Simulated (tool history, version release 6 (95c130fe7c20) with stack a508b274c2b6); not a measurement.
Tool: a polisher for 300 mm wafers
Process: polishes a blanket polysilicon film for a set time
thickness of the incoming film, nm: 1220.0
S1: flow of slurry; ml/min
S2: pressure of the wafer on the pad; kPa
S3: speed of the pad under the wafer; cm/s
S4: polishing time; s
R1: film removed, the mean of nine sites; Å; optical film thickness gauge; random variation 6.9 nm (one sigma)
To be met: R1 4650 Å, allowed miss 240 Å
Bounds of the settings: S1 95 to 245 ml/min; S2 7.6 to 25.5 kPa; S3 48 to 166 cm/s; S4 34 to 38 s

run 1 hour=0 | S1=155 S2=16.5 S3=106 S4=38 | R1=3375.8
run 2 hour=0.7 | S1=155 S2=17.9 S3=106 S4=38 | R1=3787.6
run 3 hour=5.7 | S1=155 S2=17.9 S3=106 S4=34 | R1=3340.8
run 4 hour=10.3 | S1=155 S2=19.3 S3=106 S4=34 | R1=3552.1
run 5 hour=13.4 | S1=155 S2=19.3 S3=88 S4=34 | R1=2954.5
run 6 hour=20.2 | S1=155 S2=19.3 S3=88 S4=34 | R1=2974.5
run 7 hour=24 | S1=155 S2=20.7 S3=90 S4=34 | R1=3298.4
run 8 hour=25.2 | S1=155 S2=22.1 S3=92 S4=34 | R1=3592.1
run 9 hour=33.5 | S1=155 S2=22.8 S3=94 S4=34 | R1=3766.7
run 10 hour=40.2 | S1=155 S2=23.4 S3=96 S4=34 | R1=3928.8

Which of these 5 next moves meets every target?
run A hour=46.9 | S1=155 S2=22.8 S3=84 S4=35 | R1=?
run B hour=46.9 | S1=145 S2=22.8 S3=84 S4=34 | R1=?
run C hour=46.9 | S1=160 S2=21.4 S3=100 S4=35 | R1=?
run D hour=46.9 | S1=95 S2=22.1 S3=132 S4=34 | R1=?
run E hour=46.9 | S1=145 S2=21.4 S3=86 S4=34 | R1=?

move=A R1=3444.9
move=B R1=3316.1
move=C R1=3851.1
move=D R1=4672.6
move=E R1=3191
A: further off than the last run
B: further off than the last run
C: further off than the last run
D: meets every target
E: further off than the last run
The right move is D.
